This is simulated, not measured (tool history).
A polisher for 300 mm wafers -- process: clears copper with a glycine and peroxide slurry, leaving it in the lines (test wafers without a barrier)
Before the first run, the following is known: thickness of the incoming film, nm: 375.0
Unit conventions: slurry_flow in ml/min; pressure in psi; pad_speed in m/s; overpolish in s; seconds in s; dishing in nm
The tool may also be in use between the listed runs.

Run 1, day 0.000: slurry_flow 185 ml/min, pressure 2.6 psi, pad_speed 0.88 m/s, overpolish 11 s. Result: seconds 81.820 s, dishing 40.507 nm.
Run 2, day 0.171: slurry_flow 190 ml/min, pressure 2.5 psi, pad_speed 0.88 m/s, overpolish 10 s. Result: seconds 84.038 s, dishing 35.818 nm.
Run 3, day 0.404: slurry_flow 235 ml/min, pressure 2.5 psi, pad_speed 0.88 m/s, overpolish 10 s. Result: seconds 84.328 s, dishing 37.637 nm.
Run 4, day 0.546: slurry_flow 235 ml/min, pressure 2.5 psi, pad_speed 0.88 m/s, overpolish 5 s. Result: seconds 80.372 s, dishing 19.607 nm.
Run 5, day 0.742: slurry_flow 235 ml/min, pressure 2.5 psi, pad_speed 0.88 m/s, overpolish 10 s. Result: seconds 81.402 s, dishing 37.779 nm.
Run 6, day 1.004: slurry_flow 235 ml/min, pressure 2.5 psi, pad_speed 0.88 m/s, overpolish 6 s. Result: seconds 82.965 s, dishing 22.465 nm.
Run 7, day 1.046: slurry_flow 235 ml/min, pressure 2.5 psi, pad_speed 0.88 m/s, overpolish 6 s. Result: seconds 82.612 s, dishing 23.123 nm.
Run 8, day 1.133: slurry_flow 235 ml/min, pressure 2.4 psi, pad_speed 0.88 m/s, overpolish 6 s. Result: seconds 84.819 s, dishing 22.375 nm.
Run 9, day 1.354: slurry_flow 235 ml/min, pressure 2.3 psi, pad_speed 0.88 m/s, overpolish 6 s. Result: seconds 87.831 s, dishing 21.315 nm.
Run 10, day 1.504: slurry_flow 235 ml/min, pressure 2.2 psi, pad_speed 0.86 m/s, overpolish 7 s. Result: seconds 91.541 s, dishing 24.179 nm.

Run 11 is up next; what results do you expect?
Run 11, day 1.796: slurry_flow 235 ml/min, pressure 2.1 psi, pad_speed 0.86 m/s, overpolish 7 s. Result: seconds ?, dishing ?.

Run 11 gave seconds 94.946 s, dishing 22.690 nm.
